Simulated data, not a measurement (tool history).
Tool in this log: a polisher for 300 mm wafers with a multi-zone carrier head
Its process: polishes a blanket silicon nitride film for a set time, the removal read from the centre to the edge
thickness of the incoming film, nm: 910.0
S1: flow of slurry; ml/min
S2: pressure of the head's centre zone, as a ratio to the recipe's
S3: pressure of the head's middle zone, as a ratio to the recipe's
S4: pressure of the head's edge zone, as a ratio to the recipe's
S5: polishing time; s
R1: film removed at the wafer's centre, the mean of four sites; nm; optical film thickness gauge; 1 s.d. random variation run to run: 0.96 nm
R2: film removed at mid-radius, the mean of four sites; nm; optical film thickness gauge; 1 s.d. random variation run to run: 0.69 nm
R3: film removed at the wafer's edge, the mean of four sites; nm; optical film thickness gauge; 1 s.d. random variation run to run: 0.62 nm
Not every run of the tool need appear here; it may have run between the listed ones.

{"run": 1, "hour": 0.0, "S1": 185, "S2": 1, "S3": 1, "S4": 1, "S5": 39, "R1": 71.6, "R2": 70.518, "R3": 71.218}
{"run": 2, "hour": 1.2, "S1": 185, "S2": 0.93, "S3": 1, "S4": 1, "S5": 39, "R1": 66.59, "R2": 70.575, "R3": 70.513}
{"run": 3, "hour": 3.3, "S1": 185, "S2": 0.93, "S3": 1, "S4": 1, "S5": 34, "R1": 56.185, "R2": 61.778, "R3": 60.949}
{"run": 4, "hour": 10.5, "S1": 185, "S2": 0.92, "S3": 1, "S4": 1.03, "S5": 35, "R1": 58.986, "R2": 62.758, "R3": 63.405}
{"run": 5, "hour": 11.5, "S1": 185, "S2": 0.92, "S3": 1, "S4": 1.03, "S5": 30, "R1": 49.69, "R2": 54.338, "R3": 54.624}
{"run": 6, "hour": 14.0, "S1": 185, "S2": 0.92, "S3": 1, "S4": 0.95, "S5": 30, "R1": 51.513, "R2": 53.772, "R3": 52.209}

For run 7, what comes out?
{"run": 7, "hour": 17.3, "S1": 185, "S2": 0.92, "S3": 1, "S4": 0.98, "S5": 32, "R1": "?", "R2": "?", "R3": "?"}

{"run 7": {"R1": 53.618, "R2": 58.367, "R3": 57.352}}
